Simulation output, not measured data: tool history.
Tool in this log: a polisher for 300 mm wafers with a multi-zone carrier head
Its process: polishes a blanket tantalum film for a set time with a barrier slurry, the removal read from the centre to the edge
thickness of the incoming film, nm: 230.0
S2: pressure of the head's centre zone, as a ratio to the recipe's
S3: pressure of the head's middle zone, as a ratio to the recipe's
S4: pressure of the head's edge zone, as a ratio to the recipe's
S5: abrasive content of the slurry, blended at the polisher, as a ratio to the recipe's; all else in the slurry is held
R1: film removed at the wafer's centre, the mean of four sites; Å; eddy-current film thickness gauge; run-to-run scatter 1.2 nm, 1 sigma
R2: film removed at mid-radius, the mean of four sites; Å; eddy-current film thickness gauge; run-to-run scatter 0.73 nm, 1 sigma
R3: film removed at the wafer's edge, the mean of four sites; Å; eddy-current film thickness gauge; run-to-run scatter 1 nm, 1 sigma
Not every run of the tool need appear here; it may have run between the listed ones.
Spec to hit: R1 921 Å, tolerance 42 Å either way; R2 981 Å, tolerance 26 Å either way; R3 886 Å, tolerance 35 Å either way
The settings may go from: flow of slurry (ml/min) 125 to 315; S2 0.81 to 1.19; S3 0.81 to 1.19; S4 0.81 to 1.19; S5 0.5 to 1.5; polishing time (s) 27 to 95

run 1 hour=0 | flow_of_slurry_(ml/min)=205 S2=1 S3=1 S4=1 S5=1 polishing_time_(s)=61 | R1=631.21 R2=631.24 R3=624.08
run 2 hour=3.9 | flow_of_slurry_(ml/min)=215 S2=1.02 S3=1.04 S4=1.03 S5=1.1 polishing_time_(s)=63 | R1=703.38 R2=694.13 R3=667.31
run 3 hour=10.6 | flow_of_slurry_(ml/min)=215 S2=1.02 S3=1.04 S4=1.03 S5=1.3 polishing_time_(s)=63 | R1=718.43 R2=711.53 R3=689.86
run 4 hour=14.9 | flow_of_slurry_(ml/min)=215 S2=1.02 S3=1.04 S4=0.94 S5=1.3 polishing_time_(s)=63 | R1=713.46 R2=714.89 R3=657.87
-- hour=18.6 edge zone pressure recalibrated
run 5 hour=18.6 | flow_of_slurry_(ml/min)=170 S2=1.02 S3=1.04 S4=0.94 S5=1.3 polishing_time_(s)=63 | R1=691.09 R2=705.44 R3=690.94
run 6 hour=22.7 | flow_of_slurry_(ml/min)=170 S2=1.03 S3=1.07 S4=0.95 S5=1.35 polishing_time_(s)=66 | R1=734.45 R2=755.14 R3=710.08
run 7 hour=26.9 | flow_of_slurry_(ml/min)=165 S2=1.03 S3=1.09 S4=0.96 S5=1.4 polishing_time_(s)=69 | R1=784.15 R2=801.78 R3=753.13
run 8 hour=27.7 | flow_of_slurry_(ml/min)=165 S2=1.03 S3=1.11 S4=0.97 S5=1.4 polishing_time_(s)=71 | R1=790.17 R2=828.37 R3=784.19
run 9 hour=36.5 | flow_of_slurry_(ml/min)=170 S2=1.03 S3=1.13 S4=0.97 S5=1.4 polishing_time_(s)=73 | R1=824.59 R2=868.57 R3=814.98
run 10 hour=37.9 | flow_of_slurry_(ml/min)=175 S2=1.03 S3=1.14 S4=0.97 S5=1.4 polishing_time_(s)=74 | R1=828.37 R2=895.05 R3=821.41
run 11 hour=40.7 | flow_of_slurry_(ml/min)=180 S2=1.04 S3=1.15 S4=0.98 S5=1.4 polishing_time_(s)=75 | R1=869.24 R2=919.51 R3=826.33
run 12 hour=49.1 | flow_of_slurry_(ml/min)=180 S2=1.04 S3=1.16 S4=0.99 S5=1.4 polishing_time_(s)=76 | R1=865.32 R2=942.29 R3=871.47

Which one of the following 5 next-run settings gets every result inside its allowed miss? There is exactly one.
run A hour=57.5 | flow_of_slurry_(ml/min)=135 S2=0.98 S3=1.11 S4=1.09 S5=1.25 polishing_time_(s)=79 | R1=? R2=? R3=?
run B hour=57.5 | flow_of_slurry_(ml/min)=130 S2=0.94 S3=1.19 S4=0.95 S5=1.4 polishing_time_(s)=83 | R1=? R2=? R3=?
run C hour=57.5 | flow_of_slurry_(ml/min)=200 S2=1.07 S3=1.13 S4=0.96 S5=1.5 polishing_time_(s)=73 | R1=? R2=? R3=?
run D hour=57.5 | flow_of_slurry_(ml/min)=240 S2=1.03 S3=1.13 S4=0.95 S5=1.4 polishing_time_(s)=78 | R1=? R2=? R3=?
run E hour=57.5 | flow_of_slurry_(ml/min)=150 S2=0.94 S3=1.19 S4=0.98 S5=1.5 polishing_time_(s)=80 | R1=? R2=? R3=?

move=A R1=788.12 R2=880.09 R3=877.84
move=B R1=806.9 R2=998.58 R3=877.68
move=C R1=884.27 R2=910.28 R3=826.69
move=D R1=919.76 R2=981.49 R3=881.8
move=E R1=810.95 R2=1000.2 R3=885.98
A: its largest miss is bigger than the last run's
B: the worst result of the last run now meets its target, but another is out of spec
C: its largest miss is bigger than the last run's
D: all results in spec
E: the worst result of the last run now meets its target, but another is out of spec
D meets every target.
